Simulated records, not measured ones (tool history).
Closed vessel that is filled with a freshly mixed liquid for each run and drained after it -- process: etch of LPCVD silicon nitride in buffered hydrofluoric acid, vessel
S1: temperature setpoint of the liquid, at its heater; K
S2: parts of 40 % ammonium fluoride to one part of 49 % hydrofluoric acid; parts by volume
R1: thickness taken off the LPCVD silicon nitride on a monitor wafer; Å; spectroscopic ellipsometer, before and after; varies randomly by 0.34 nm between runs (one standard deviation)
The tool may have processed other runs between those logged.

Run 1, hour 0: S1 296.15 K, S2 21 parts by volume, time in the liquid (s) 2585. Result: R1 152.51 Å.
Run 2, hour 0.7: S1 293.15 K, S2 21 parts by volume, time in the liquid (s) 2585. Result: R1 127.61 Å.
Run 3, hour 4.9: S1 296.15 K, S2 17 parts by volume, time in the liquid (s) 2635. Result: R1 189.35 Å.
Run 4, hour 6.2: S1 296.15 K, S2 23 parts by volume, time in the liquid (s) 2635. Result: R1 145.12 Å.
Run 5, hour 12.8: S1 298.65 K, S2 18.5 parts by volume, time in the liquid (s) 2670. Result: R1 202.52 Å.
Run 6, hour 15.9: S1 300.15 K, S2 15.5 parts by volume, time in the liquid (s) 2695. Result: R1 263.03 Å.

What does the tool deliver on the next run?
Run 7, hour 22.7: S1 301.15 K, S2 13 parts by volume, time in the liquid (s) 2710. Result: R1 ?.

Run 7 yielded R1 332.3 Å.
